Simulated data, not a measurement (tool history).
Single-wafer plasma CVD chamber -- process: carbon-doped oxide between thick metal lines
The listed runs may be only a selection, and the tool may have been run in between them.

run    day  heater temperature setpoint (K)  chamber pressure (mTorr)  RF power (W)  deposition time (s)  mean film thickness on the monitor wafer (nm)
  1  0.000                           613.15                      3830           440                  197                                         914.35
  2  0.200                           621.15                      3830           440                  197                                         886.90
  3  0.529                           621.15                      3830           405                  197                                         840.44
  4  0.871                           621.15                      3830           355                  197                                         786.44
  5  0.988                           621.15                      3200           355                  197                                         772.12
  6  1.071                           620.15                      3250           355                  197                                         776.98
  7  1.262                           619.15                      3290           355                  197                                         777.37
  8  1.554                           618.15                      3340           355                  197                                         775.06

Run 9 has not been measured yet. What should we expect?
  9  1.829                           618.15                      3400           360                  197                                              ?

{"run 9": {"mean film thickness on the monitor wafer (nm)": 792.71}}
